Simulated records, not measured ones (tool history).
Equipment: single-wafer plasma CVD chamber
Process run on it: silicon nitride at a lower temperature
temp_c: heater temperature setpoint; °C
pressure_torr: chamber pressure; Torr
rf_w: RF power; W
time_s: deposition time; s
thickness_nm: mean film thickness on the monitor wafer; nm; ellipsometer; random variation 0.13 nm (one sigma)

Run 1, hour 0: temp_c 350 °C, pressure_torr 1.44 Torr, rf_w 330 W, time_s 25.6 s. Result: thickness_nm 37.106 nm.
Run 2, hour 0.7: temp_c 360 °C, pressure_torr 1.44 Torr, rf_w 330 W, time_s 25.6 s. Result: thickness_nm 37.104 nm.
Run 3, hour 6.6: temp_c 370 °C, pressure_torr 1.44 Torr, rf_w 330 W, time_s 25.6 s. Result: thickness_nm 36.689 nm.
Run 4, hour 10.1: temp_c 374 °C, pressure_torr 1.44 Torr, rf_w 330 W, time_s 25.6 s. Result: thickness_nm 36.768 nm.
Run 5, hour 17.1: temp_c 374 °C, pressure_torr 1.44 Torr, rf_w 290 W, time_s 25.6 s. Result: thickness_nm 32.047 nm.
Run 6, hour 19.2: temp_c 374 °C, pressure_torr 1.69 Torr, rf_w 290 W, time_s 25.6 s. Result: thickness_nm 33.686 nm.
Run 7, hour 25: temp_c 374 °C, pressure_torr 1.78 Torr, rf_w 315 W, time_s 25.6 s. Result: thickness_nm 37.508 nm.

What will run 8 give?
Run 8, hour 30.6: temp_c 374 °C, pressure_torr 1.84 Torr, rf_w 330 W, time_s 25.6 s. Result: thickness_nm ?.

Run 8 yielded thickness_nm 39.594 nm.
